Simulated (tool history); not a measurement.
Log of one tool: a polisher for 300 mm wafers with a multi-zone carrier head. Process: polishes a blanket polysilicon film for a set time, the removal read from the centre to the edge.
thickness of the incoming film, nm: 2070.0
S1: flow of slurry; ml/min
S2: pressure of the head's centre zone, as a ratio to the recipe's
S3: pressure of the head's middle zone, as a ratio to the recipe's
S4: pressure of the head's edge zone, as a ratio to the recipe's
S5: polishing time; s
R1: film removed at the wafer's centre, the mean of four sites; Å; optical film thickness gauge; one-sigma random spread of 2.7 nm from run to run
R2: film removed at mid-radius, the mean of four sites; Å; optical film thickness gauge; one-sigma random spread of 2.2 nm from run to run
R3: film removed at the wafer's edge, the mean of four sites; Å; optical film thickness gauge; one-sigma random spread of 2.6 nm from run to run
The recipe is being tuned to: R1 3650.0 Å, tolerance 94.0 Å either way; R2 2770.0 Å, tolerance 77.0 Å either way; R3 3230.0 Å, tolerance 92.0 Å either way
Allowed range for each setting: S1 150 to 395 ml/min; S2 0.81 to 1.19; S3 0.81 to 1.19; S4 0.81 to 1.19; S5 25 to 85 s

| run | hour | S1 | S2 | S3 | S4 | S5 | R1 | R2 | R3 |
|---|---|---|---|---|---|---|---|---|---|
| 1 | 0.0 | 250 | 1.00 | 1.00 | 1.00 | 55 | 5169.9 | 5150.6 | 5297.9 |
| 2 | 6.9 | 245 | 1.01 | 0.98 | 0.99 | 52 | 4923.6 | 4781.5 | 4988.1 |
| 3 | 15.4 | 240 | 1.02 | 0.96 | 0.98 | 49 | 4719.1 | 4462.2 | 4632.1 |
| 4 | 22.2 | 235 | 1.03 | 0.94 | 0.99 | 47 | 4562.7 | 4202.9 | 4448.8 |
| 5 | 27.7 | 295 | 1.03 | 0.94 | 0.99 | 47 | 4607.7 | 4304.0 | 4567.0 |
| 6 | 36.4 | 285 | 1.04 | 0.92 | 0.99 | 45 | 4414.8 | 3984.4 | 4302.7 |
| 7 | 41.4 | 280 | 1.05 | 0.91 | 0.99 | 43 | 4351.0 | 3781.6 | 4124.2 |
| 8 | 45.9 | 275 | 1.05 | 0.90 | 0.99 | 42 | 4192.2 | 3646.2 | 3992.9 |
| 9 | 47.3 | 270 | 1.05 | 0.89 | 0.99 | 41 | 4079.0 | 3522.0 | 4012.0 |
| 10 | 54.9 | 265 | 1.06 | 0.88 | 0.97 | 40 | 4021.7 | 3393.8 | 3799.2 |
| 11 | 55.6 | 255 | 1.06 | 0.87 | 0.96 | 40 | 3997.6 | 3343.9 | 3778.2 |
| 12 | 61.6 | 250 | 1.06 | 0.86 | 0.95 | 39 | 3887.3 | 3233.8 | 3594.9 |
| 13 | 62.2 | 245 | 1.06 | 0.85 | 0.95 | 39 | 3889.8 | 3187.6 | 3642.4 |
| 14 | 65.8 | 240 | 1.06 | 0.84 | 0.94 | 39 | 3883.1 | 3208.7 | 3613.3 |
| 15 | 66.3 | 235 | 1.07 | 0.84 | 0.94 | 38 | 3805.5 | 3058.6 | 3536.0 |
| 16 | 73.6 | 230 | 1.07 | 0.84 | 0.93 | 38 | 3803.8 | 3124.4 | 3491.3 |
| 17 | 78.4 | 230 | 1.08 | 0.84 | 0.93 | 38 | 3791.9 | 3094.6 | 3487.3 |
| 18 | 79.4 | 175 | 1.13 | 0.81 | 0.92 | 34 | 3448.7 | 2554.7 | 3045.5 |
| 19 | 87.4 | 185 | 1.13 | 0.81 | 0.92 | 34 | 3466.9 | 2614.8 | 3099.5 |
| 20 | 95.1 | 190 | 1.13 | 0.81 | 0.92 | 34 | 3457.1 | 2615.5 | 3052.6 |

Which single option among these 5 for the next run brings every result within its allowed miss of target? Just one does.
| A | 102.8 | 170 | 1.19 | 0.82 | 0.99 | 34 | ? | ? | ? |
| B | 102.8 | 200 | 1.16 | 0.94 | 0.85 | 32 | ? | ? | ? |
| C | 102.8 | 155 | 0.98 | 0.86 | 0.92 | 37 | ? | ? | ? |
| D | 102.8 | 210 | 1.13 | 0.91 | 0.86 | 35 | ? | ? | ? |
| E | 102.8 | 180 | 1.16 | 0.85 | 0.97 | 35 | ? | ? | ? |

| move | R1 | R2 | R3 |
|---|---|---|---|
| A | 3648.2 | 2596.3 | 3172.8 |
| B | 3426.6 | 2793.0 | 2820.4 |
| C | 3220.2 | 2904.6 | 3302.9 |
| D | 3672.8 | 2990.9 | 3115.5 |
| E | 3691.5 | 2773.5 | 3250.8 |
A: brings the result that was furthest off to its target, and leaves another outside
B: its largest miss is bigger than the last run's
C: its largest miss is bigger than the last run's
D: brings the result that was furthest off to its target, and leaves another outside
E: every result lands within tolerance
Answer: E
